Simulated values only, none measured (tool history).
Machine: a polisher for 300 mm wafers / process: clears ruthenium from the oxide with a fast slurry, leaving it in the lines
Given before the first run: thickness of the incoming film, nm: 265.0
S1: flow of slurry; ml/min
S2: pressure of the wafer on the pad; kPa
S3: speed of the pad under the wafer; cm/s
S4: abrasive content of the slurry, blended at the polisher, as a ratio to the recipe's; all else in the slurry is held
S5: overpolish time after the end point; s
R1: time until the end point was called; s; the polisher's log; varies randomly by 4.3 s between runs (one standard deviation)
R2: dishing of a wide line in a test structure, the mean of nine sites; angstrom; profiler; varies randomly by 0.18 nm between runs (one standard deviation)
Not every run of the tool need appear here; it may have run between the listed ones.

run    day   S1    S2  S3    S4  S5      R1      R2
  1      0  265  20.7  76     1   8  79.451  221.28
  2  0.333  265  16.5  76     1   8  96.053  188.86
  3  0.462  265  16.5  76  0.85   8  103.79  166.47
  4  0.538  265  16.5  92  0.85   8  89.118  201.83
  5  0.896  265  16.5  92   0.9   8  85.893  209.43
  6  0.983  265  16.5  92  0.75   8  99.294  177.25
  7  1.225  260    11  72  0.75  10  166.84   138.2
  8  1.425  260    11  70  0.75  10  173.32  129.95
  9  1.554  260    11  68  0.75  10  177.25  134.13
 10  1.758  260    11  66  0.75  10  178.24  128.67

Forecast run 11:
 11  1.825  260  9.7  54  0.75  10   ?   ?

{"run 11": {"R1": 241.25, "R2": 97.06}}
